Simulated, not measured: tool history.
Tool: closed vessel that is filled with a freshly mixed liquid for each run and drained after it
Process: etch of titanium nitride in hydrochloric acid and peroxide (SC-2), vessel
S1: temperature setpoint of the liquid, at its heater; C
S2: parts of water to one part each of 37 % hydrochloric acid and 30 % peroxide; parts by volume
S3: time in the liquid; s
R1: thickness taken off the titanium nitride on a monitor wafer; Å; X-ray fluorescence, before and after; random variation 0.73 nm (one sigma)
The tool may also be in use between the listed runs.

run	hour	S1	S2	S3	R1
1	0.0	52.0	8.5	2765	815.16
2	2.9	46.5	8.5	2765	571.34
3	8.2	46.5	8.5	2765	567.56
4	9.7	46.5	6.5	2765	697.55
5	11.1	42.0	6.5	2765	512.81
6	16.1	49.0	6.5	2765	830.22
7	19.3	53.5	6.5	2765	1124.20
8	29.1	56.5	6.5	2765	1361.40
9	33.0	59.0	6.5	2765	1596.90
10	39.0	60.5	6.5	2765	1761.40
11	43.2	61.5	6.5	2765	1873.00
12	51.3	62.0	6.5	2765	1922.70

Run 13 comes next. What will it give?
13	53.9	62.5	6.5	2765	?

{"run 13": {"R1": 1978.7}}
